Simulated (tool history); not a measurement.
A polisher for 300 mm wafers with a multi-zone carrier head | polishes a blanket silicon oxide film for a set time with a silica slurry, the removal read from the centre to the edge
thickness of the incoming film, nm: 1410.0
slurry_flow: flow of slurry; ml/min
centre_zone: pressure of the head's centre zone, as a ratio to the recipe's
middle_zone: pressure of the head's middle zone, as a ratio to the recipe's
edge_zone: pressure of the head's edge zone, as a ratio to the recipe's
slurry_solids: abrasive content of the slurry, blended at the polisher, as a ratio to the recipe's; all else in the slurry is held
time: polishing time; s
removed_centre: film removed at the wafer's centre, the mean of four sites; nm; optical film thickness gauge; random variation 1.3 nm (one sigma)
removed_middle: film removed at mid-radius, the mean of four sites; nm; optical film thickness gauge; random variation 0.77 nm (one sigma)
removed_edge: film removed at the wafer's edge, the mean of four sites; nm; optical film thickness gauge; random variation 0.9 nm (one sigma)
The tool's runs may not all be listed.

run,hour,slurry_flow,centre_zone,middle_zone,edge_zone,slurry_solids,time,removed_centre,removed_middle,removed_edge
1,0,245,1,1,1,1,87,200.67,192.37,210.03
2,6.4,195,1,1,1,1,87,195.15,186.81,203.56
3,9.3,195,1,1.08,1,1,87,195.04,201.01,204.17
4,12.4,190,1.02,1.03,0.97,0.9,85,183.9,180.08,187.49
5,20.7,190,1.02,0.98,0.97,0.9,85,185.88,172.01,187.17
6,25,190,1.02,0.98,0.97,1,85,191.77,178.64,194.66
7,33.4,185,1.04,0.95,0.94,0.9,84,185.44,164.64,182.21
8,41.4,180,1.06,0.93,0.92,0.8,83,177.46,152.8,168.55
9,45.7,175,1.12,0.83,0.83,0.55,80,152.36,113.48,130.91
10,54.2,180,1.12,0.83,0.83,0.55,80,152.59,112.62,132.27
11,56,185,1.12,0.84,0.83,0.55,80,151.86,114.77,132.62
12,57.2,190,1.12,0.84,0.83,0.55,80,153.74,115.64,132.86
13,62.9,195,1.12,0.84,0.83,0.55,80,156.57,114.53,131
# hour 70.7: edge zone pressure recalibrated
14,70.7,195,1.12,0.85,0.84,0.55,80,153.35,116.09,127.02

The next listed run, before its measurement:
15,72.5,190,1.12,0.85,0.84,0.55,80,?,?,?

removed_centre: 152.19 nm
removed_middle: 116.1 nm
removed_edge: 127.06 nm

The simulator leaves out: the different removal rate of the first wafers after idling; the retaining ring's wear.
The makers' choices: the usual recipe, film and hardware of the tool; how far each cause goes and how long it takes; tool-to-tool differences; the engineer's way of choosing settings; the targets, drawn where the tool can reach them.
